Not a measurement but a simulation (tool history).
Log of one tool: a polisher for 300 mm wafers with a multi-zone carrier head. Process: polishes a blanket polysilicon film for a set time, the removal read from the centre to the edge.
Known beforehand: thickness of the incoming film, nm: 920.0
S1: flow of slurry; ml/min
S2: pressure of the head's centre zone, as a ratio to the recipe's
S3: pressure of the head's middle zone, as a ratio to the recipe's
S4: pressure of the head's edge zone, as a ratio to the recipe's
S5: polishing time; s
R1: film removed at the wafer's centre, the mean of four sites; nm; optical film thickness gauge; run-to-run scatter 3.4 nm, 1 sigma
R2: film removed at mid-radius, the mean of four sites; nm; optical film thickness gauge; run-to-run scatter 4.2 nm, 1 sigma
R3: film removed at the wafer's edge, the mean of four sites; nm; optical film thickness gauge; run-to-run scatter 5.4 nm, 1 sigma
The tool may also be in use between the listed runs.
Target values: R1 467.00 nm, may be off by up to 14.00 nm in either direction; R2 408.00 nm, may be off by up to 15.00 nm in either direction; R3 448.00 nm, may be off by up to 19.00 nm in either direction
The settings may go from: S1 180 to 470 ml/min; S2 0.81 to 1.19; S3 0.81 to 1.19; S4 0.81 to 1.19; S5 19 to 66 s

run 1 day=0.000 | S1=300 S2=1.00 S3=1.00 S4=1.00 S5=42 | R1=288.12 R2=282.96 R3=284.48
run 2 day=0.071 | S1=305 S2=1.03 S3=1.00 S4=1.04 S5=46 | R1=326.63 R2=306.19 R3=319.47
run 3 day=0.208 | S1=305 S2=1.03 S3=1.07 S4=1.04 S5=46 | R1=328.27 R2=330.28 R3=319.99
run 4 day=0.496 | S1=305 S2=1.05 S3=1.06 S4=1.07 S5=49 | R1=355.94 R2=351.91 R3=352.46
run 5 day=0.554 | S1=340 S2=1.05 S3=1.06 S4=1.07 S5=49 | R1=358.90 R2=357.51 R3=348.52
run 6 day=0.771 | S1=340 S2=1.05 S3=1.06 S4=1.07 S5=42 | R1=308.28 R2=298.07 R3=297.13
-- day=1.112 worn pad replaced by a new one
run 7 day=1.112 | S1=355 S2=1.13 S3=0.96 S4=1.17 S5=54 | R1=459.30 R2=386.08 R3=437.51
run 8 day=1.450 | S1=360 S2=1.13 S3=0.97 S4=1.18 S5=54 | R1=465.56 R2=391.59 R3=429.57

Which of these 5 next moves meets every target?
run A day=1.788 | S1=310 S2=1.18 S3=1.02 S4=1.07 S5=53 | R1=? R2=? R3=?
run B day=1.788 | S1=300 S2=1.11 S3=0.97 S4=1.18 S5=61 | R1=? R2=? R3=?
run C day=1.788 | S1=350 S2=1.04 S3=0.92 S4=1.19 S5=59 | R1=? R2=? R3=?
run D day=1.788 | S1=320 S2=1.15 S3=0.94 S4=1.13 S5=55 | R1=? R2=? R3=?
run E day=1.788 | S1=380 S2=1.14 S3=1.02 S4=1.19 S5=54 | R1=? R2=? R3=?

move=A R1=469.39 R2=392.06 R3=415.11
move=B R1=505.89 R2=431.76 R3=501.28
move=C R1=465.77 R2=406.38 R3=492.96
move=D R1=476.07 R2=382.01 R3=444.37
move=E R1=471.53 R2=406.97 R3=453.04
A: moves away from the targets compared with the last run
B: the result that was furthest off in the last run now lies on the other side of its target
C: corrects the largest miss of the last run, while another result sits out of spec
D: moves away from the targets compared with the last run
E: in spec on every target
The right move is E.

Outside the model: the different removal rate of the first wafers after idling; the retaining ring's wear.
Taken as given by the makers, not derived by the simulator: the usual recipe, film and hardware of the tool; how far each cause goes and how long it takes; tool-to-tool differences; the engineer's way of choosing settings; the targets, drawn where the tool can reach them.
